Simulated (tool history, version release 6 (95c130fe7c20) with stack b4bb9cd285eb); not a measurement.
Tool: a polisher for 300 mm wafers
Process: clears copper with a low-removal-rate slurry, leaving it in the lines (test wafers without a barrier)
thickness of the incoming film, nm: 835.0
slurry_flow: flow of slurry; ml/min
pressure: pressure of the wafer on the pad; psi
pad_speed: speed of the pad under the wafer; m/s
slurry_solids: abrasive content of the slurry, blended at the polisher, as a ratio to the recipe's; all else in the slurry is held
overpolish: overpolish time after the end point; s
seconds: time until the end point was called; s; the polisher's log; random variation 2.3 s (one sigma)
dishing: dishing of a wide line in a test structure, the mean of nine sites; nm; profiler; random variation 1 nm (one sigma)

{"run": 1, "hour": 0.0, "slurry_flow": 250, "pressure": 3.8, "pad_speed": 1.32, "slurry_solids": 1, "overpolish": 19, "seconds": 191.49, "dishing": 52.804}
{"run": 2, "hour": 4.2, "slurry_flow": 250, "pressure": 4.2, "pad_speed": 1.32, "slurry_solids": 1, "overpolish": 20, "seconds": 167.34, "dishing": 58.801}
{"run": 3, "hour": 8.9, "slurry_flow": 250, "pressure": 4.3, "pad_speed": 1.34, "slurry_solids": 1, "overpolish": 22, "seconds": 163.46, "dishing": 63.704}
{"run": 4, "hour": 17.8, "slurry_flow": 250, "pressure": 4.3, "pad_speed": 1.34, "slurry_solids": 1.2, "overpolish": 22, "seconds": 152.47, "dishing": 67.246}
{"run": 5, "hour": 24.2, "slurry_flow": 250, "pressure": 4.3, "pad_speed": 1.34, "slurry_solids": 1.2, "overpolish": 25, "seconds": 152.77, "dishing": 74.066}
{"run": 6, "hour": 31.7, "slurry_flow": 250, "pressure": 4.4, "pad_speed": 1.34, "slurry_solids": 1.2, "overpolish": 26, "seconds": 156.09, "dishing": 77.328}
{"run": 7, "hour": 34.3, "slurry_flow": 250, "pressure": 4.6, "pad_speed": 1.34, "slurry_solids": 1.2, "overpolish": 26, "seconds": 152, "dishing": 79.562}

Run 8 comes next. What will it give?
{"run": 8, "hour": 42.4, "slurry_flow": 250, "pressure": 4.8, "pad_speed": 1.34, "slurry_solids": 1.2, "overpolish": 26, "seconds": "?", "dishing": "?"}

Run 8 gave seconds 142.34 s, dishing 82.674 nm.
